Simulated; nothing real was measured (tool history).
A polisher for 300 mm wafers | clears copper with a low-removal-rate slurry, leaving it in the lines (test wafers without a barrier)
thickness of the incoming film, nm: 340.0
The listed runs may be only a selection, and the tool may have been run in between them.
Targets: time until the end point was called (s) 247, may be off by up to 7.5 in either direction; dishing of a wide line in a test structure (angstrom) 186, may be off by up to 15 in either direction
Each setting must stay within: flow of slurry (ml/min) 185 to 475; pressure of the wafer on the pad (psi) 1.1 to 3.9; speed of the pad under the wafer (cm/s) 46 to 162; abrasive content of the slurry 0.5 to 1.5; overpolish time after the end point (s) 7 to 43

run  hour  flow of slurry (ml/min)  pressure of the wafer on the pad (psi)  speed of the pad under the wafer (cm/s)  abrasive content of the slurry  overpolish time after the end point (s)  time until the end point was called (s)  dishing of a wide line in a test structure (angstrom)
  1     0                      305                                     2.5                                      104                               1                                       22                                   129.86                                                 376.81
  2   8.8                      305                                     2.5                                      104                               1                                       15                                   132.31                                                 270.13
  3  10.5                      270                                     2.5                                      104                               1                                       15                                   129.59                                                 272.75
  4  15.2                      220                                     2.5                                      104                               1                                       15                                   134.59                                                 268.23
  5  21.6                      185                                     2.5                                      104                               1                                       15                                   133.67                                                 270.35
  6  29.4                      185                                       2                                      104                               1                                       15                                   164.01                                                 215.75
  7  37.4                      185                                     1.8                                      102                               1                                       17                                    189.4                                                 210.69
  8  45.5                      185                                     1.7                                      102                               1                                       18                                   194.88                                                 216.48
  9  50.5                      185                                     1.6                                      102                               1                                       18                                   211.88                                                 207.13
 10  57.6                      185                                     1.2                                      102                               1                                       18                                   276.45                                                 155.19

Of the 5 settings listed for the next run, only one would bring every result within its allowed miss of target. Which one?
  A  64.7                      185                                     1.5                                       96                               1                                       15                                        ?                                                      ?
  B  64.7                      185                                     1.5                                       92                            1.05                                       12                                        ?                                                      ?
  C  64.7                      185                                     1.5                                       98                             0.7                                       13                                        ?                                                      ?
  D  64.7                      200                                     1.5                                       70                            0.95                                       27                                        ?                                                      ?
  E  64.7                      315                                     1.4                                       96                            0.95                                       19                                        ?                                                      ?

move  time until the end point was called (s)  dishing of a wide line in a test structure (angstrom)
   A                                   234.51                                                 157.13
   B                                   240.75                                                 124.37
   C                                   251.63                                                 128.65
   D                                   312.62                                                 206.99
   E                                   244.25                                                 187.68
A: takes the result that was furthest off past its target
B: brings the last run's worst result on target, with another outside its allowed miss
C: brings the last run's worst result on target, with another outside its allowed miss
D: further off than the last run
E: meets every target
E meets every target.

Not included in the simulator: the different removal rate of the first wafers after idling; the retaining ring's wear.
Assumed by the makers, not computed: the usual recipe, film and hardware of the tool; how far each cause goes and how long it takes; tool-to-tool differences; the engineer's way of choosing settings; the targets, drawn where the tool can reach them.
